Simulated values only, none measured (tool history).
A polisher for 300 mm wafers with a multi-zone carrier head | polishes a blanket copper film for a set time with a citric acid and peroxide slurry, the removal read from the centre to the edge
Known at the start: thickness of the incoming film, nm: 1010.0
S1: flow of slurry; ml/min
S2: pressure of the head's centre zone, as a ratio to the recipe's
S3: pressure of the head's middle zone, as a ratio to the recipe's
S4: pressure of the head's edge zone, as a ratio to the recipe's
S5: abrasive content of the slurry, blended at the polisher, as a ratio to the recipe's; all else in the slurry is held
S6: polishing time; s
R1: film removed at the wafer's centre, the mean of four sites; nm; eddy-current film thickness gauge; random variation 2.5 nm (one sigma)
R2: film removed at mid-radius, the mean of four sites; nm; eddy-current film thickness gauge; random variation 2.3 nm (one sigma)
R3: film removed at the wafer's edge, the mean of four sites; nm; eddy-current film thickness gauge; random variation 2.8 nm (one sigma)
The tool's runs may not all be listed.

| run | hour | S1 | S2 | S3 | S4 | S5 | S6 | R1 | R2 | R3 |
|---|---|---|---|---|---|---|---|---|---|---|
| 1 | 0 | 205 | 1 | 1 | 1 | 1 | 83 | 201.18 | 203.38 | 197.4 |
| 2 | 3.7 | 210 | 1.01 | 1.01 | 1.02 | 1.05 | 84 | 206.46 | 209.54 | 206.73 |
| 3 | 12 | 210 | 1.01 | 1.06 | 1.02 | 1.05 | 84 | 205.19 | 213.97 | 200.82 |
| 4 | 15.7 | 215 | 1.02 | 1.07 | 1.03 | 1.1 | 85 | 214.8 | 222.15 | 210.37 |
| 5 | 24.3 | 220 | 1.03 | 1.08 | 1.04 | 1.15 | 86 | 218.66 | 228.59 | 214.92 |
| 6 | 26.5 | 225 | 1.04 | 1.09 | 1.05 | 1.2 | 87 | 230.74 | 235.23 | 220.16 |
| 7 | 31.9 | 225 | 1.04 | 1.09 | 1.05 | 1.2 | 87 | 227.09 | 237.17 | 218.09 |
| 8 | 32.7 | 225 | 1.04 | 1.09 | 1.06 | 1.25 | 88 | 234.64 | 242.46 | 224.59 |

Forecast run 9:
| 9 | 37.4 | 255 | 1.05 | 1.11 | 1.16 | 1.5 | 94 | ? | ? | ? |

R1: 262.87 nm
R2: 277.07 nm
R3: 258.83 nm
